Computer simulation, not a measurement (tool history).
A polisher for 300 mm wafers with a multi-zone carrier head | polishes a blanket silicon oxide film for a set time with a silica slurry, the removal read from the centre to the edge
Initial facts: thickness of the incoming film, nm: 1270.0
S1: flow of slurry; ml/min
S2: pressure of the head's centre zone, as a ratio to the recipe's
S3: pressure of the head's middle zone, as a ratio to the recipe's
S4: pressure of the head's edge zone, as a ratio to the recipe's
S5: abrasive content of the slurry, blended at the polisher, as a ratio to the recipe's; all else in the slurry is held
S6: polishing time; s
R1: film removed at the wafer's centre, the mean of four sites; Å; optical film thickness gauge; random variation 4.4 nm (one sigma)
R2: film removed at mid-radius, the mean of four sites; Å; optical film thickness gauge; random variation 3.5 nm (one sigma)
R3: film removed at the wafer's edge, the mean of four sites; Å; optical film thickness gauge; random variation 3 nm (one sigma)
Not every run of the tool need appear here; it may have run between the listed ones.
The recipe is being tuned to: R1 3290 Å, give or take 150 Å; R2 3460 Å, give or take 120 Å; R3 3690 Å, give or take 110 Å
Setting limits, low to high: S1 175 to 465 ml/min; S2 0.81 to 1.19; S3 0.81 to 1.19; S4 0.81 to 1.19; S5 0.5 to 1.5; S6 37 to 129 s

run,day,S1,S2,S3,S4,S5,S6,R1,R2,R3
1,0,295,1,1,1,1,83,2544.8,2599.7,2511.9
2,0.288,295,1,1.07,1,1,83,2477.3,2721.9,2552.2
3,0.483,295,1,1.07,1,0.85,83,2404.8,2568.8,2382.6
4,0.662,295,1.01,1.06,1.02,0.95,84,2532,2623.6,2523.5
5,0.708,295,1.01,1.06,1.02,1.1,84,2660.9,2822.8,2615.7
6,0.838,295,1.01,1.06,1.02,1.2,84,2777.7,2859.7,2756.7
7,1.017,295,1,1.06,1.04,1.25,86,2853.5,3015.5,2885.8
8,1.354,295,0.99,1.05,1.06,1.3,87,2896.4,3062.2,3007.2
9,1.55,295,0.99,1.05,1.08,1.35,88,2990.3,3151.8,3068.6
10,1.912,295,0.98,1.04,1.09,1.35,89,3016.4,3203.5,3115.3
11,2.175,290,0.97,1.02,1.1,1.35,90,2970.6,3157.5,3171.4
12,2.292,290,0.97,1.01,1.11,1.35,91,2896.1,3131.3,3224.9
13,2.321,295,0.97,1.01,1.12,1.35,92,2961.5,3193.2,3298.8
14,2.5,295,0.97,1.01,1.12,1.35,92,2995.5,3193.8,3279.6
15,2.796,300,0.97,1.01,1.13,1.35,92,2998.6,3192.6,3334.8

Below are 5 possible settings for the next run. Only one of them brings all results inside the allowed miss of their targets. Which is it?
A,3.092,460,1.08,0.99,1.03,1.35,85,?,?,?
B,3.092,335,0.99,0.96,1.19,1.2,86,?,?,?
C,3.092,270,0.93,1.04,1.14,1.3,84,?,?,?
D,3.092,345,0.88,0.83,1.19,1.15,107,?,?,?
E,3.092,315,0.97,1,1.17,1.5,98,?,?,?

move,R1,R2,R3
A,3258.5,3023,2993.3
B,2867.8,2812.3,3078.6
C,2669.7,2927.2,2971.4
D,3191.2,3131,3788
E,3435.3,3529.2,3723.3
A: further off than the last run
B: further off than the last run
C: further off than the last run
D: brings the last run's worst result on target, with another outside its allowed miss
E: every result within its allowed miss
The right move is E.
